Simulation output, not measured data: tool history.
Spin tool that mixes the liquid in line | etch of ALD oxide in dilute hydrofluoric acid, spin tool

run  hour  temperature setpoint of the liquid (C)  parts of water to one part of 49 % hydrofluoric acid (parts by volume)  time under the liquid (s)  thickness taken off the ALD oxide on a monitor wafer (angstrom)
  1     0                                      21                                                                     215                         75                                                           23.657
  2   2.5                                    22.5                                                                     185                         75                                                           29.944
  3  10.7                                      24                                                                     165                         75                                                           36.959
  4  15.3                                      24                                                                     165                         75                                                           36.858
  5  19.8                                      25                                                                     150                         75                                                           42.474
  6  22.7                                      28                                                                     150                         75                                                           47.666
  7  30.1                                      28                                                                     140                         75                                                           52.292
  8  30.7                                      28                                                                     135                         75                                                           53.985

Run 9 comes next. What will it give?
  9  32.8                                      29                                                                     100                         75                                                                ?

Run 9 gave thickness taken off the ALD oxide on a monitor wafer (angstrom) 78.669.
